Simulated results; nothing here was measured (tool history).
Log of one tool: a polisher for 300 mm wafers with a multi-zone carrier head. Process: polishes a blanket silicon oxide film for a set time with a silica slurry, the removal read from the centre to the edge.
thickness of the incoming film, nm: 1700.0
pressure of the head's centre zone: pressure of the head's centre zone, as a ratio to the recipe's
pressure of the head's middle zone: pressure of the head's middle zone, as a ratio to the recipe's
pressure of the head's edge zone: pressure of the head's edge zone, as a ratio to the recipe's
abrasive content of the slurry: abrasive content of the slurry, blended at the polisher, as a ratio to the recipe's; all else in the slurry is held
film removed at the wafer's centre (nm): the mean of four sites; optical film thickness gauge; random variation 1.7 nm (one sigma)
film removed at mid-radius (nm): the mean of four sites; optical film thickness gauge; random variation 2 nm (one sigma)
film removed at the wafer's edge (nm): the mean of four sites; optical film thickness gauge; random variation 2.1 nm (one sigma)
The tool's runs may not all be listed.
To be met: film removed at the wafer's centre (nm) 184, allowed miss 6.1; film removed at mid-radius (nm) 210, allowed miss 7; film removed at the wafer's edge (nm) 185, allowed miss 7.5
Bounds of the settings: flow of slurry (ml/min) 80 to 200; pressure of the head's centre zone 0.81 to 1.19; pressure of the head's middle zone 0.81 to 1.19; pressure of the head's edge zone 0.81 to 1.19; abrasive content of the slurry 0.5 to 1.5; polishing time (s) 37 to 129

| run | hour | flow of slurry (ml/min) | pressure of the head's centre zone | pressure of the head's middle zone | pressure of the head's edge zone | abrasive content of the slurry | polishing time (s) | film removed at the wafer's centre (nm) | film removed at mid-radius (nm) | film removed at the wafer's edge (nm) |
|---|---|---|---|---|---|---|---|---|---|---|
| 1 | 0 | 130 | 1 | 1 | 1 | 1 | 83 | 289.48 | 291.38 | 294.79 |
| 2 | 7.6 | 130 | 1 | 1 | 1.08 | 1 | 83 | 284.33 | 296.61 | 309.8 |
| 3 | 8.5 | 120 | 1 | 1 | 1.08 | 1 | 83 | 280.93 | 293.06 | 298.86 |
| 4 | 16.3 | 120 | 1 | 1 | 1.14 | 1 | 83 | 279.14 | 290.02 | 308.83 |
| 5 | 17 | 120 | 1.07 | 1 | 1.14 | 1 | 83 | 303.25 | 288.57 | 302.93 |
| 6 | 19.3 | 110 | 1.05 | 1.02 | 1.1 | 0.9 | 80 | 258.85 | 260.92 | 273.24 |
| 7 | 26.8 | 110 | 1.05 | 1.02 | 1.1 | 0.9 | 80 | 261.69 | 262.42 | 271.17 |
| 8 | 35.1 | 110 | 1.05 | 1.02 | 1.1 | 0.9 | 80 | 261.05 | 261.24 | 272.12 |
| 9 | 42.7 | 105 | 1.05 | 1.06 | 1.05 | 0.8 | 78 | 234.42 | 238.95 | 239.3 |
| 10 | 45.9 | 100 | 1.04 | 1.09 | 1.02 | 0.75 | 78 | 219.57 | 231.12 | 222.72 |
| 11 | 49.8 | 95 | 1.03 | 1.1 | 0.99 | 0.7 | 78 | 203.88 | 221.26 | 206.57 |
| 12 | 55.6 | 90 | 1.02 | 1.1 | 0.97 | 0.7 | 78 | 198.14 | 216.43 | 201.82 |
| 13 | 56.9 | 90 | 1.02 | 1.11 | 0.95 | 0.7 | 78 | 194.56 | 216.3 | 202.26 |
| 14 | 62.6 | 90 | 1.02 | 1.11 | 0.95 | 0.7 | 78 | 197.61 | 218.53 | 199.59 |
| 15 | 63.7 | 90 | 1.02 | 1.11 | 0.94 | 0.7 | 78 | 196.03 | 215.8 | 198.17 |
| 16 | 66.2 | 90 | 1.02 | 1.12 | 0.93 | 0.7 | 78 | 195.23 | 221.33 | 196.8 |
| 17 | 73 | 90 | 1.02 | 1.12 | 0.92 | 0.7 | 78 | 200.74 | 220.52 | 200.76 |
| 18 | 76.1 | 90 | 1.01 | 1.12 | 0.91 | 0.7 | 78 | 195.27 | 221.53 | 197.23 |
| 19 | 84.9 | 90 | 1.01 | 1.12 | 0.9 | 0.7 | 78 | 195.86 | 222.02 | 195.97 |
| 20 | 89 | 90 | 1.01 | 1.12 | 0.89 | 0.7 | 78 | 194.85 | 220.11 | 193.63 |
| 21 | 97.2 | 90 | 1.01 | 1.12 | 0.89 | 0.7 | 78 | 196.42 | 218.05 | 195.25 |
| 22 | 106 | 90 | 1.01 | 1.12 | 0.88 | 0.7 | 78 | 194.26 | 218.95 | 191.53 |

5 next moves are on the table. One of them brings every result within its allowed miss. Which?
| A | 114.8 | 100 | 1.09 | 1.15 | 0.81 | 0.55 | 92 | ? | ? | ? |
| B | 114.8 | 100 | 1.05 | 1.05 | 0.89 | 0.65 | 82 | ? | ? | ? |
| C | 114.8 | 105 | 0.97 | 1.15 | 0.88 | 0.7 | 77 | ? | ? | ? |
| D | 114.8 | 85 | 1.02 | 1.14 | 0.9 | 0.85 | 65 | ? | ? | ? |
| E | 114.8 | 95 | 1.08 | 1.13 | 0.88 | 0.75 | 71 | ? | ? | ? |

| move | film removed at the wafer's centre (nm) | film removed at mid-radius (nm) | film removed at the wafer's edge (nm) |
|---|---|---|---|
| A | 210.21 | 218.74 | 183.35 |
| B | 208.64 | 208.71 | 197.48 |
| C | 194.57 | 227.4 | 196.88 |
| D | 184.7 | 205.53 | 184.73 |
| E | 203.93 | 211.46 | 187.61 |
A: further off than the last run
B: further off than the last run
C: further off than the last run
D: meets every target
E: further off than the last run
The right move is D.

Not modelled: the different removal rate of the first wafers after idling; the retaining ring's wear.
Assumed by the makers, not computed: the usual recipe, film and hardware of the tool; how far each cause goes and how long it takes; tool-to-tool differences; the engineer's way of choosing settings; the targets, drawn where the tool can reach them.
